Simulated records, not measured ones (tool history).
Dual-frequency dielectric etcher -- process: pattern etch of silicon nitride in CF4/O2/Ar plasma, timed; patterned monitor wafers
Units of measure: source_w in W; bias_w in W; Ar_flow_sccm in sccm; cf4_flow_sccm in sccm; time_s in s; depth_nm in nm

run    day  source_w  bias_w  Ar_flow_sccm  cf4_flow_sccm  time_s  depth_nm
  1  0.000       440      44           124            121   161.5    249.42
  2  0.129       440      44           140            121   161.5    246.55
  3  0.262       440      39           140            121   161.5    233.00
  4  0.488       440      39           125            121   161.5    237.64
  5  0.688       360      39           125            121   161.5    212.17
  6  1.029       360      39           125            110   161.5    210.65
  7  1.129       420      40           125            110   161.5    231.27

For run 8, what comes out?
  8  1.221       510      42           124            111   161.5         ?

Logged for run 8: depth_nm 266.88 nm.
